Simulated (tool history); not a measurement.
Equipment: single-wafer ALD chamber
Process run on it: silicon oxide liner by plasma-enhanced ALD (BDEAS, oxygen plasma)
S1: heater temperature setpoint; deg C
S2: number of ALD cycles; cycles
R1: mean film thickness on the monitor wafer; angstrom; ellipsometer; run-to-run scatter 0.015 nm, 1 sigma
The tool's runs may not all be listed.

Run 1, hour 0.0: S1 315 deg C, S2 70 cycles. Result: R1 58.359 angstrom.
Run 2, hour 0.8: S1 326 deg C, S2 70 cycles. Result: R1 57.528 angstrom.
Run 3, hour 4.0: S1 317 deg C, S2 70 cycles. Result: R1 58.454 angstrom.
Run 4, hour 5.9: S1 317 deg C, S2 62 cycles. Result: R1 51.525 angstrom.
Run 5, hour 10.4: S1 308 deg C, S2 62 cycles. Result: R1 52.344 angstrom.
Run 6, hour 19.2: S1 302 deg C, S2 62 cycles. Result: R1 52.864 angstrom.
Run 7, hour 20.8: S1 301 deg C, S2 67 cycles. Result: R1 57.597 angstrom.
Run 8, hour 24.7: S1 300 deg C, S2 70 cycles. Result: R1 60.067 angstrom.

Run 9, settings as shown, results not yet in. Your forecast:
Run 9, hour 30.7: S1 299 deg C, S2 72 cycles. Result: R1 ?.

{"run 9": {"R1": 62.181}}

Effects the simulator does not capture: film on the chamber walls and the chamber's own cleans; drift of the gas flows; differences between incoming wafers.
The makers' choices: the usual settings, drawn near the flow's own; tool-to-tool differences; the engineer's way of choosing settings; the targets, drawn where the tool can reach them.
